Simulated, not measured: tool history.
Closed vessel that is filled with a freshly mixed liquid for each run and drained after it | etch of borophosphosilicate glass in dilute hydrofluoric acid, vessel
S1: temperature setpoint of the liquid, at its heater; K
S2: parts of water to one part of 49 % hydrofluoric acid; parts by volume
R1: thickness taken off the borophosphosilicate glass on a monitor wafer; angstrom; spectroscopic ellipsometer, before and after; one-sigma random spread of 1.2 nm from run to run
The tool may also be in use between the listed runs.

{"run": 1, "hour": 0.0, "S1": 295.15, "S2": 70, "time in the liquid (s)": 90, "R1": 1027.5}
{"run": 2, "hour": 5.5, "S1": 295.15, "S2": 90, "time in the liquid (s)": 90, "R1": 761.27}
{"run": 3, "hour": 13.5, "S1": 295.15, "S2": 110, "time in the liquid (s)": 90, "R1": 623.17}
{"run": 4, "hour": 14.8, "S1": 296.15, "S2": 105, "time in the liquid (s)": 90, "R1": 681.93}
{"run": 5, "hour": 21.6, "S1": 297.15, "S2": 100, "time in the liquid (s)": 90, "R1": 743.76}
{"run": 6, "hour": 23.1, "S1": 300.65, "S2": 100, "time in the liquid (s)": 90, "R1": 853.16}
{"run": 7, "hour": 31.5, "S1": 301.15, "S2": 95, "time in the liquid (s)": 90, "R1": 928.49}

Estimate the outcome of run 8 from the log above:
{"run": 8, "hour": 35.8, "S1": 301.65, "S2": 90, "time in the liquid (s)": 90, "R1": "?"}

R1: 986.22 angstrom

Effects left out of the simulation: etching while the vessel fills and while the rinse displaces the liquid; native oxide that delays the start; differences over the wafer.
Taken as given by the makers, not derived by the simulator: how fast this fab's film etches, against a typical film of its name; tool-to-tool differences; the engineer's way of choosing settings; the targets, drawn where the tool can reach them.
